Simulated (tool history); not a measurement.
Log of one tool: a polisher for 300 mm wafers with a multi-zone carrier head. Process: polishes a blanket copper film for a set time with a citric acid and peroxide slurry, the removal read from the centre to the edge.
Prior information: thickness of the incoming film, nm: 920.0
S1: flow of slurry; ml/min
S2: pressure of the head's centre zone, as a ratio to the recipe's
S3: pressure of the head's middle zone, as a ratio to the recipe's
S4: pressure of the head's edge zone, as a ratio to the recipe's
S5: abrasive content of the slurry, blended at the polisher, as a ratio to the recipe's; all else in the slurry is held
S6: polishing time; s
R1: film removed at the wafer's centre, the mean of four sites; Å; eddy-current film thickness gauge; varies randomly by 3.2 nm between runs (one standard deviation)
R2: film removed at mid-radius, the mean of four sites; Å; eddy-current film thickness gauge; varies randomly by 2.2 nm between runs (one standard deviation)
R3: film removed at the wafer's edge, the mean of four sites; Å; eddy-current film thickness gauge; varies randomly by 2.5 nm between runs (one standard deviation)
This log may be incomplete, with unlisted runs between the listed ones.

run 1 hour=0 | S1=270 S2=1 S3=1 S4=1 S5=1 S6=90 | R1=2536 R2=2541.7 R3=2564
run 2 hour=4 | S1=270 S2=1.04 S3=1 S4=1 S5=1 S6=90 | R1=2646.7 R2=2563.8 R3=2543.6
run 3 hour=5.4 | S1=270 S2=1.04 S3=1 S4=1 S5=1.15 S6=90 | R1=2679.2 R2=2564.6 R3=2616.6
run 4 hour=10.9 | S1=270 S2=1.04 S3=1 S4=1 S5=0.95 S6=90 | R1=2586.4 R2=2505.8 R3=2549.6
run 5 hour=18.9 | S1=275 S2=1.04 S3=1 S4=1.02 S5=1 S6=91 | R1=2608.2 R2=2574.6 R3=2623.7
run 6 hour=23.3 | S1=275 S2=1.05 S3=1 S4=1.03 S5=1.05 S6=92 | R1=2663.5 R2=2626.9 R3=2662.8
run 7 hour=30.8 | S1=275 S2=1.05 S3=1 S4=1.03 S5=1.05 S6=92 | R1=2641.3 R2=2636.7 R3=2660.6

Forecast run 8:
run 8 hour=35.7 | S1=275 S2=1.06 S3=0.99 S4=1.03 S5=1.1 S6=94 | R1=? R2=? R3=?

{"run 8": {"R1": 2731.4, "R2": 2625, "R3": 2744.3}}

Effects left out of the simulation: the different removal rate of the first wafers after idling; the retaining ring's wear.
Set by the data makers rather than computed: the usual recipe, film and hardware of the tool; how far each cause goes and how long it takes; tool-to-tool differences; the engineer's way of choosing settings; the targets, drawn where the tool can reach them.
